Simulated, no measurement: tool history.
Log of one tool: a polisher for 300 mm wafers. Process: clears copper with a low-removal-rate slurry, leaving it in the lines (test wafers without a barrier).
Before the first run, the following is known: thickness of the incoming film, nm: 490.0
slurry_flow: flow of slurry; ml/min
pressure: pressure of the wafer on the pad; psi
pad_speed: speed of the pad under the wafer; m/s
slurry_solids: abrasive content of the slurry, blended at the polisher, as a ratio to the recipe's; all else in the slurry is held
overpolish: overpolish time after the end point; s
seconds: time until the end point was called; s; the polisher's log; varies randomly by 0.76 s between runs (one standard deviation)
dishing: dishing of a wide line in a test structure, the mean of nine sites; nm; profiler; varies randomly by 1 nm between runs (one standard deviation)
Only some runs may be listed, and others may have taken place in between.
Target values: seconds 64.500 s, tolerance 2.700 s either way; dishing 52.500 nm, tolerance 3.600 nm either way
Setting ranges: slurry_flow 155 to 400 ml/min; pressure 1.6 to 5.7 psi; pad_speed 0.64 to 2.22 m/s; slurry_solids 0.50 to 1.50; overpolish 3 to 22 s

run	day	slurry_flow	pressure	pad_speed	slurry_solids	overpolish	seconds	dishing
1	0.000	255	3.6	1.42	1.00	11	80.337	39.212
2	0.292	200	3.6	1.42	1.00	11	82.478	38.249
3	0.408	200	3.6	1.62	1.00	11	74.469	41.753
4	0.717	200	3.6	1.62	0.85	11	74.990	41.561
5	0.925	200	3.6	1.62	0.75	11	78.115	39.715
6	0.971	200	3.1	1.62	0.75	11	89.858	34.712
7	1.333	205	3.5	1.62	0.75	12	77.322	41.363
8	1.454	215	3.6	1.62	0.75	13	78.098	44.910
9	1.546	215	3.8	1.62	0.75	13	73.685	48.934
10	1.829	215	3.9	1.62	0.75	13	70.662	47.125
11	2.100	215	3.9	1.62	0.75	13	69.691	46.928

Exercise: of the 5 proposed moves below, exactly one satisfies all targets within the stated allowed misses. Which move is it?
A	2.371	235	4.5	1.62	0.60	20	?	?
B	2.371	245	4.5	1.82	0.55	15	?	?
C	2.371	220	4.8	1.50	1.15	18	?	?
D	2.371	285	5.6	1.26	0.80	17	?	?
E	2.371	180	4.5	1.62	0.75	13	?	?

move	seconds	dishing
A	64.456	62.765
B	59.545	56.960
C	58.520	62.763
D	58.893	61.494
E	64.594	50.383
A: brings the result that was furthest off to its target, and leaves another outside
B: carries the result that was furthest off beyond its target, to the other side
C: carries the result that was furthest off beyond its target, to the other side
D: carries the result that was furthest off beyond its target, to the other side
E: each result inside its tolerance
Answer: E

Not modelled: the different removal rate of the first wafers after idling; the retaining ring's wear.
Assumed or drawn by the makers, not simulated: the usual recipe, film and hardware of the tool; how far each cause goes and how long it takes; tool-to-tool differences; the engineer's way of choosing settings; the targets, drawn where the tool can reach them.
